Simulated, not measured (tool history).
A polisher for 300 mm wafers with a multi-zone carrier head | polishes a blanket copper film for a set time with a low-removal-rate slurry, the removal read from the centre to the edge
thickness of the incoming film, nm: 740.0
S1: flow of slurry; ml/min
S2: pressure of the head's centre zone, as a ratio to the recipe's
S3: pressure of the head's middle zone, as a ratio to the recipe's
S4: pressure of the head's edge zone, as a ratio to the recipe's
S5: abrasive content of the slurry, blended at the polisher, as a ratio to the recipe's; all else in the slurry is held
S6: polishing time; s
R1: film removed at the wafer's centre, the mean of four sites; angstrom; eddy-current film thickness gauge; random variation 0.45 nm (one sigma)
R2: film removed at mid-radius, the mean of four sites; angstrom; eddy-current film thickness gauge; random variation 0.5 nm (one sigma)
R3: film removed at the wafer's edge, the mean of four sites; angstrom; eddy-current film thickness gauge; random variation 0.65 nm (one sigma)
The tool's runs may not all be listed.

Run 1, hour 0.0: S1 155 ml/min, S2 1.00, S3 1.00, S4 1.00, S5 1.0, S6 80 s. Result: R1 1329.40 angstrom, R2 1346.8 angstrom, R3 1373.10 angstrom.
Run 2, hour 8.4: S1 120 ml/min, S2 1.00, S3 1.00, S4 1.00, S5 1.0, S6 80 s. Result: R1 1253.60 angstrom, R2 1253.7 angstrom, R3 1293.50 angstrom.
Run 3, hour 16.7: S1 155 ml/min, S2 1.00, S3 1.00, S4 1.00, S5 1.0, S6 80 s. Result: R1 1328.30 angstrom, R2 1315.4 angstrom, R3 1367.60 angstrom.
Run 4, hour 21.5: S1 155 ml/min, S2 1.00, S3 1.00, S4 0.91, S5 1.0, S6 80 s. Result: R1 1356.90 angstrom, R2 1322.8 angstrom, R3 1291.10 angstrom.
Run 5, hour 30.5: S1 145 ml/min, S2 0.97, S3 0.96, S4 0.90, S5 0.9, S6 72 s. Result: R1 1132.20 angstrom, R2 1102.7 angstrom, R3 1126.40 angstrom.
Run 6, hour 36.9: S1 145 ml/min, S2 0.97, S3 1.04, S4 0.90, S5 0.9, S6 72 s. Result: R1 1145.70 angstrom, R2 1162.7 angstrom, R3 1092.40 angstrom.

The next listed run, before its measurement:
Run 7, hour 43.5: S1 135 ml/min, S2 0.95, S3 1.01, S4 0.89, S5 0.8, S6 66 s. Result: R1 ?, R2 ?, R3 ?.

Run 7 gave R1 965.17 angstrom, R2 1013.5 angstrom, R3 961.09 angstrom.

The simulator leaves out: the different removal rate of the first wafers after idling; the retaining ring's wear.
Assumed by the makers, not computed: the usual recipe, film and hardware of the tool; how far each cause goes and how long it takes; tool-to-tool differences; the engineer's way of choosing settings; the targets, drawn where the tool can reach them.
